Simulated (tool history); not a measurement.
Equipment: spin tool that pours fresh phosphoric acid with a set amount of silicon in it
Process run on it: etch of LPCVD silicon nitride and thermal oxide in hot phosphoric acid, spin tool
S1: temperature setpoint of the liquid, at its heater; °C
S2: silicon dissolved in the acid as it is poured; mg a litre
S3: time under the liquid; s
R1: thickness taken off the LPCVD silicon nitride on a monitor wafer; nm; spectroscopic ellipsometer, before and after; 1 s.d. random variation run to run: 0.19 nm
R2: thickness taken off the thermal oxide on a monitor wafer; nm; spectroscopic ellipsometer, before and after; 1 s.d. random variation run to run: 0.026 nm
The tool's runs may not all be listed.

run,hour,S1,S2,S3,R1,R2
1,0,163,13,180,16.466,0.39929
2,3,164.5,13,180,16.997,0.50653
3,6.2,166.5,13,180,18.279,0.54071
4,9.4,166.5,14.5,190,19.648,0.54367
5,13.8,166.5,7,190,19.512,0.65789
# hour 18.7: heated supply line repaired
6,18.7,168,7,190,21.797,0.79664
7,20.7,168,9,195,22.421,0.85373
8,26.1,168,11.5,200,22.981,0.84721
9,32.3,167.5,13.5,210,23.93,0.81695

Expected results for the next run?
10,38.8,167,15.5,215,?,?

{"run 10": {"R1": 24.327, "R2": 0.72748}}

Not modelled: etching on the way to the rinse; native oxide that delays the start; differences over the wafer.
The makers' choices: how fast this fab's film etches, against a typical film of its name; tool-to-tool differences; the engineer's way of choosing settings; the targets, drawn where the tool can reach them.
